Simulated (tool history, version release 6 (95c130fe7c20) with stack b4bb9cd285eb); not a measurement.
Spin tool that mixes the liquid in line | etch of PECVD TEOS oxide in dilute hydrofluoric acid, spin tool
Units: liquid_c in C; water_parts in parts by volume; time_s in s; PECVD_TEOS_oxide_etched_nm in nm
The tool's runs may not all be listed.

| run | day | liquid_c | water_parts | time_s | PECVD_TEOS_oxide_etched_nm |
|---|---|---|---|---|---|
| 1 | 0 | 24 | 105 | 15 | 2.3975 |
| 2 | 0.125 | 24 | 75 | 15 | 3.4885 |
| 3 | 0.162 | 26.5 | 70 | 15 | 4.1409 |
| 4 | 0.233 | 30 | 70 | 15 | 4.7653 |
| 5 | 0.408 | 28 | 70 | 15 | 4.4121 |
| 6 | 0.571 | 29 | 65 | 15 | 4.9901 |
| 7 | 0.838 | 30 | 65 | 15 | 5.1696 |
| 8 | 1.054 | 30.5 | 65 | 15 | 5.2926 |

The next listed run, before its measurement:
| 9 | 1.188 | 31 | 65 | 15 | ? |

Run 9 gave PECVD_TEOS_oxide_etched_nm 5.3734 nm.
